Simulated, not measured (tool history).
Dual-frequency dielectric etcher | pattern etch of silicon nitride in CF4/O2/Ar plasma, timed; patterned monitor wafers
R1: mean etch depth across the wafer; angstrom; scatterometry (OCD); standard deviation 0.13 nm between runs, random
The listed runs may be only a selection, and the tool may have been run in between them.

run 1 hour=0.0 | source_power_(kW)=0.530 bias_power_(kW)=0.048 Ar_flow_(sccm)=78 CF4_flow_(sccm)=103 etch_time_(s)=16.5 | R1=320.14
run 2 hour=6.2 | source_power_(kW)=0.590 bias_power_(kW)=0.048 Ar_flow_(sccm)=78 CF4_flow_(sccm)=103 etch_time_(s)=16.5 | R1=352.97
run 3 hour=11.1 | source_power_(kW)=0.560 bias_power_(kW)=0.048 Ar_flow_(sccm)=78 CF4_flow_(sccm)=103 etch_time_(s)=16.5 | R1=336.66
run 4 hour=15.8 | source_power_(kW)=0.560 bias_power_(kW)=0.056 Ar_flow_(sccm)=78 CF4_flow_(sccm)=103 etch_time_(s)=16.5 | R1=355.54
run 5 hour=22.3 | source_power_(kW)=0.560 bias_power_(kW)=0.056 Ar_flow_(sccm)=71 CF4_flow_(sccm)=103 etch_time_(s)=16.5 | R1=358.05
run 6 hour=30.0 | source_power_(kW)=0.530 bias_power_(kW)=0.055 Ar_flow_(sccm)=71 CF4_flow_(sccm)=103 etch_time_(s)=16.5 | R1=336.26
-- hour=36.0 Ar flow controller replaced
run 7 hour=36.0 | source_power_(kW)=0.500 bias_power_(kW)=0.055 Ar_flow_(sccm)=71 CF4_flow_(sccm)=103 etch_time_(s)=16.5 | R1=320.19

Run 8, settings as shown, results not yet in. Your forecast:
run 8 hour=41.2 | source_power_(kW)=0.400 bias_power_(kW)=0.050 Ar_flow_(sccm)=73 CF4_flow_(sccm)=101 etch_time_(s)=16.5 | R1=?

{"run 8": {"R1": 245.3}}
